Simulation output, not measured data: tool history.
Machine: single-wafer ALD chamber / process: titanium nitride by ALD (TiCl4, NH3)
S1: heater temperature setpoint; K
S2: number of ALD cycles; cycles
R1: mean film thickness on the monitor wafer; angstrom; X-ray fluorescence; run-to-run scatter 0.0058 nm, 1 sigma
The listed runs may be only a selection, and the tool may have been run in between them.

{"run": 1, "hour": 0.0, "S1": 693.15, "S2": 84, "NH3 pulse time (s)": 2.24, "R1": 17.293}
{"run": 2, "hour": 4.5, "S1": 693.15, "S2": 84, "NH3 pulse time (s)": 2.87, "R1": 17.458}
{"run": 3, "hour": 6.0, "S1": 683.15, "S2": 84, "NH3 pulse time (s)": 2.87, "R1": 17.388}
{"run": 4, "hour": 13.6, "S1": 683.15, "S2": 84, "NH3 pulse time (s)": 3.15, "R1": 17.484}
{"run": 5, "hour": 19.4, "S1": 682.15, "S2": 84, "NH3 pulse time (s)": 2.89, "R1": 17.404}
{"run": 6, "hour": 27.1, "S1": 675.15, "S2": 84, "NH3 pulse time (s)": 2.89, "R1": 17.525}
{"run": 7, "hour": 28.3, "S1": 680.15, "S2": 84, "NH3 pulse time (s)": 2.64, "R1": 17.364}

Forecast run 8:
{"run": 8, "hour": 37.2, "S1": 680.15, "S2": 84, "NH3 pulse time (s)": 2.42, "R1": "?"}

R1: 17.451 angstrom

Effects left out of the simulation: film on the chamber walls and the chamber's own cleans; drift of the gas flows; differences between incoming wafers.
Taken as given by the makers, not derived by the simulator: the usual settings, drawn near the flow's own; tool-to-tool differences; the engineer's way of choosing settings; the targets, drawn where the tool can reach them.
